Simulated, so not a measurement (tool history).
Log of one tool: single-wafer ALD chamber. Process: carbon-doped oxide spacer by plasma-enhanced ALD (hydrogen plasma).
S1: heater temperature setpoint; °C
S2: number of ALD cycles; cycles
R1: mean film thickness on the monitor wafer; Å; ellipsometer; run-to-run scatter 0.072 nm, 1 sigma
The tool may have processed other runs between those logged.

run  hour   S1   S2      R1
  1     0  385  516  273.55
  2   5.8  379  516  274.17
  3   9.9  379  490  260.79
  4  13.4  369  490  260.91
  5    16  369  502  266.66
  6  19.9  369  435  230.69
  7  21.7  369  456  241.65

For run 8, what comes out?
  8  26.4  369  474   ?

Run 8 yielded R1 252.39 Å.

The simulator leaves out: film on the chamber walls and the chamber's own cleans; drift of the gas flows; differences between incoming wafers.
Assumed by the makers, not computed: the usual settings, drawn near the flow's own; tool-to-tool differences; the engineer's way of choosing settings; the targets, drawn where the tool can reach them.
